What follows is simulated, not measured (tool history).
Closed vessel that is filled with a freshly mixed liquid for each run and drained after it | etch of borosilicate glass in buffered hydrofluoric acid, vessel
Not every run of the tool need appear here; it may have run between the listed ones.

run,day,temperature setpoint of the liquid (K),parts of 40 % ammonium fluoride to one part of 49 % hydrofluoric acid (parts by volume),time in the liquid (s),thickness taken off the borosilicate glass on a monitor wafer (angstrom)
1,0,296.15,17.5,105,760.05
2,0.2,297.65,17.5,105,830.87
3,0.379,296.15,18,105,750.24
4,0.421,295.15,18.5,105,684.66
5,0.662,294.15,18.5,105,649.07
6,0.946,292.65,18.5,105,601.72
7,1.112,292.15,18.5,105,580.11
8,1.371,291.65,18.5,105,561.28
9,1.483,291.15,18.5,105,550.28

Run 10 has not been measured yet. What should we expect?
10,1.579,290.65,19,105,?

thickness taken off the borosilicate glass on a monitor wafer (angstrom): 525.4
